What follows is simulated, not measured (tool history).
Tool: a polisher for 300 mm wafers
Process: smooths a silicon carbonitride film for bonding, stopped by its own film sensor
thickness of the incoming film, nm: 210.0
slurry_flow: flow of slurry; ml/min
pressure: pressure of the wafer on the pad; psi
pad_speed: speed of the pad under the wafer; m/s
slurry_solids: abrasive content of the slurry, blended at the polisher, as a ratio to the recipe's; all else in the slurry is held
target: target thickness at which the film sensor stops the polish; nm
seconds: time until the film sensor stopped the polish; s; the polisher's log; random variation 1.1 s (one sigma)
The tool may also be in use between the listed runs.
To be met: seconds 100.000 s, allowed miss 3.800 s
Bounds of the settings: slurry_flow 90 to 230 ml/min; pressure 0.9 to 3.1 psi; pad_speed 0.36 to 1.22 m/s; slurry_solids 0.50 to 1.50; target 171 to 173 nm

run,hour,slurry_flow,pressure,pad_speed,slurry_solids,target,seconds
1,0.0,150,2.0,0.78,1.00,173,152.540
2,2.8,150,2.0,0.78,0.90,173,157.380
3,10.0,150,2.2,0.78,0.90,173,144.120
4,16.4,150,2.2,0.78,0.90,171,155.050
5,18.0,150,2.2,0.78,0.70,171,172.510
6,25.2,130,2.2,0.78,0.70,171,176.010
7,32.7,135,2.4,0.80,0.70,171,156.170
8,36.2,140,2.5,0.82,0.70,171,148.130
9,41.1,140,2.6,0.84,0.70,171,137.990
10,47.0,140,2.7,0.86,0.70,171,130.840
11,55.6,155,3.1,0.94,0.70,171,103.620

Which of these 4 next moves meets every target?
A,64.2,90,3.0,0.96,0.85,171,?
B,64.2,185,3.1,0.80,0.85,171,?
C,64.2,150,3.1,0.98,0.65,171,?
D,64.2,160,3.1,0.94,0.75,172,?

move,seconds
A,107.660
B,105.020
C,105.090
D,97.528
A: further off than the last run
B: further off than the last run
C: further off than the last run
D: meets every target
Move D is the one to make.

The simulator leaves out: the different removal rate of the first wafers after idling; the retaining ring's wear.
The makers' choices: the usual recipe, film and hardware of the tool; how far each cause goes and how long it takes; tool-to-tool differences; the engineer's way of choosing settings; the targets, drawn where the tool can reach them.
